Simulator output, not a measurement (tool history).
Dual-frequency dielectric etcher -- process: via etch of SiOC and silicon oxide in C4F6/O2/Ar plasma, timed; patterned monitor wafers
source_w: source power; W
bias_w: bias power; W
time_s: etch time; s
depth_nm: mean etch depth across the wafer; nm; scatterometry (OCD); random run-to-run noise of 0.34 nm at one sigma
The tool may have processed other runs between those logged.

Run 1, hour 0: source_w 280 W, bias_w 237 W, time_s 61.5 s. Result: depth_nm 65.204 nm.
Run 2, hour 3.8: source_w 280 W, bias_w 237 W, time_s 61.5 s. Result: depth_nm 65.216 nm.
Run 3, hour 8.7: source_w 260 W, bias_w 225 W, time_s 61 s. Result: depth_nm 63.59 nm.
Run 4, hour 9.4: source_w 260 W, bias_w 188 W, time_s 61 s. Result: depth_nm 60.014 nm.
At hour 15.2: source power generator calibrated.
Run 5, hour 15.2: source_w 300 W, bias_w 188 W, time_s 61 s. Result: depth_nm 62.284 nm.
Run 6, hour 16.3: source_w 280 W, bias_w 177 W, time_s 60 s. Result: depth_nm 58.557 nm.
Run 7, hour 19.9: source_w 280 W, bias_w 177 W, time_s 60 s. Result: depth_nm 58.705 nm.
Run 8, hour 25.1: source_w 270 W, bias_w 171 W, time_s 60 s. Result: depth_nm 56.89 nm.

Expected results for the next run?
Run 9, hour 33.3: source_w 260 W, bias_w 169 W, time_s 60 s. Result: depth_nm ?.

depth_nm: 57.328 nm
